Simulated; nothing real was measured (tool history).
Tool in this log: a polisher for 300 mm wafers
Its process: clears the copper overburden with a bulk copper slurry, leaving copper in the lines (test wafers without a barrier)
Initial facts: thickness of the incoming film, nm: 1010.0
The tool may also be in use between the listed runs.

run,day,flow of slurry (ml/min),pressure of the wafer on the pad (psi),speed of the pad under the wafer (m/s),abrasive content of the slurry,overpolish time after the end point (s),time until the end point was called (s),dishing of a wide line in a test structure (Å)
1,0.000,305,2.1,1.30,1.00,17,96.393,743.05
2,0.146,305,1.6,1.30,1.00,17,126.610,607.43
3,0.171,305,1.6,1.30,1.00,21,126.760,692.87
4,0.229,305,1.6,1.30,1.20,21,121.640,706.30
5,0.496,305,1.6,1.30,1.20,26,120.910,777.23
6,0.529,275,1.5,1.12,1.25,21,147.530,621.84
7,0.742,325,1.4,0.98,1.20,17,180.870,484.30
8,1.075,360,1.3,0.90,1.25,14,199.900,371.82
9,1.396,390,1.2,0.88,1.30,12,218.060,306.95

Run 10 is up next; what results do you expect?
10,1.500,410,1.2,0.92,1.35,10,?,?

time until the end point was called (s): 205.950
dishing of a wide line in a test structure (Å): 278.41
